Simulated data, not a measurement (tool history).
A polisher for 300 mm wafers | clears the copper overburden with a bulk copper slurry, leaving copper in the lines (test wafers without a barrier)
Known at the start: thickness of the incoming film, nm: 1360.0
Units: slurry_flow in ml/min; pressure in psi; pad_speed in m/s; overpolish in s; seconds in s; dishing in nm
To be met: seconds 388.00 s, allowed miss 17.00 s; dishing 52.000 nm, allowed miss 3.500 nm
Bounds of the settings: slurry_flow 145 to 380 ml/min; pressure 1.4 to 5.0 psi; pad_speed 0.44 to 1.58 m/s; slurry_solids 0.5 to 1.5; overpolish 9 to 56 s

Run 1, hour 0.0: slurry_flow 245 ml/min, pressure 3.2 psi, pad_speed 1.00 m/s, slurry_solids 1.0, overpolish 29 s. Result: seconds 168.21 s, dishing 74.125 nm.
Run 2, hour 5.2: slurry_flow 245 ml/min, pressure 3.2 psi, pad_speed 1.00 m/s, slurry_solids 1.0, overpolish 35 s. Result: seconds 163.33 s, dishing 73.238 nm.
Run 3, hour 9.1: slurry_flow 245 ml/min, pressure 3.9 psi, pad_speed 1.00 m/s, slurry_solids 1.0, overpolish 35 s. Result: seconds 137.50 s, dishing 84.818 nm.
Run 4, hour 15.1: slurry_flow 280 ml/min, pressure 3.9 psi, pad_speed 1.00 m/s, slurry_solids 1.0, overpolish 35 s. Result: seconds 135.91 s, dishing 81.303 nm.
Run 5, hour 22.1: slurry_flow 280 ml/min, pressure 3.9 psi, pad_speed 1.00 m/s, slurry_solids 1.0, overpolish 29 s. Result: seconds 133.77 s, dishing 82.853 nm.
Run 6, hour 30.5: slurry_flow 275 ml/min, pressure 3.6 psi, pad_speed 0.96 m/s, slurry_solids 1.0, overpolish 29 s. Result: seconds 153.29 s, dishing 77.216 nm.
Run 7, hour 38.1: slurry_flow 270 ml/min, pressure 3.3 psi, pad_speed 0.92 m/s, slurry_solids 1.0, overpolish 30 s. Result: seconds 168.78 s, dishing 74.531 nm.
Run 8, hour 39.2: slurry_flow 270 ml/min, pressure 3.1 psi, pad_speed 0.88 m/s, slurry_solids 1.0, overpolish 29 s. Result: seconds 191.46 s, dishing 68.604 nm.
Run 9, hour 42.1: slurry_flow 270 ml/min, pressure 3.1 psi, pad_speed 0.88 m/s, slurry_solids 1.0, overpolish 29 s. Result: seconds 194.31 s, dishing 70.613 nm.
Run 10, hour 49.4: slurry_flow 265 ml/min, pressure 2.2 psi, pad_speed 0.68 m/s, slurry_solids 1.0, overpolish 23 s. Result: seconds 339.25 s, dishing 47.030 nm.
Run 11, hour 51.3: slurry_flow 265 ml/min, pressure 2.2 psi, pad_speed 0.68 m/s, slurry_solids 1.0, overpolish 26 s. Result: seconds 342.16 s, dishing 49.785 nm.
Run 12, hour 57.2: slurry_flow 265 ml/min, pressure 2.2 psi, pad_speed 0.68 m/s, slurry_solids 1.0, overpolish 27 s. Result: seconds 340.70 s, dishing 51.578 nm.
Run 13, hour 60.4: slurry_flow 265 ml/min, pressure 2.2 psi, pad_speed 0.68 m/s, slurry_solids 1.0, overpolish 28 s. Result: seconds 349.58 s, dishing 52.658 nm.
Run 14, hour 64.2: slurry_flow 265 ml/min, pressure 2.1 psi, pad_speed 0.68 m/s, slurry_solids 1.0, overpolish 29 s. Result: seconds 363.26 s, dishing 53.724 nm.

4 next moves are on the table. One of them brings every result within its allowed miss. Which?
Run A, hour 68.0: slurry_flow 300 ml/min, pressure 2.2 psi, pad_speed 0.68 m/s, slurry_solids 1.1, overpolish 30 s. Result: seconds ?, dishing ?.
Run B, hour 68.0: slurry_flow 270 ml/min, pressure 1.9 psi, pad_speed 0.88 m/s, slurry_solids 0.8, overpolish 27 s. Result: seconds ?, dishing ?.
Run C, hour 68.0: slurry_flow 180 ml/min, pressure 2.3 psi, pad_speed 0.66 m/s, slurry_solids 1.1, overpolish 36 s. Result: seconds ?, dishing ?.
Run D, hour 68.0: slurry_flow 215 ml/min, pressure 2.2 psi, pad_speed 0.60 m/s, slurry_solids 1.0, overpolish 33 s. Result: seconds ?, dishing ?.

move  seconds  dishing
   A   330.58   54.468
   B   329.22   50.681
   C   343.94   58.282
   D   395.89   52.381
A: further off than the last run
B: further off than the last run
C: further off than the last run
D: meets every target
Answer: D

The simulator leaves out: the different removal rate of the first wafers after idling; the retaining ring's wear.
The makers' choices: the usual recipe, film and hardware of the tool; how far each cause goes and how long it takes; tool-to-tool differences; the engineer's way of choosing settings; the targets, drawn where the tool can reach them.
